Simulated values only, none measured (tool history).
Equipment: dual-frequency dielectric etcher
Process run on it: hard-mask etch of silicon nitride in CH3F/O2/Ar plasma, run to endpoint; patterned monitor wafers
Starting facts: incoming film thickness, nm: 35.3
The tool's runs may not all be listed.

run,hour,source power (kW),bias power (kW),endpoint time (s)
1,0.0,0.320,0.087,51.944
2,5.2,0.290,0.083,54.673
3,12.1,0.290,0.077,56.102
4,17.2,0.290,0.091,52.653
5,25.5,0.290,0.077,56.215
6,31.8,0.260,0.076,57.863
7,40.0,0.240,0.074,59.656
8,44.3,0.230,0.073,60.604

Run 9 is up next; what results do you expect?
9,52.3,0.230,0.073,?

{"run 9": {"endpoint time (s)": 60.37}}
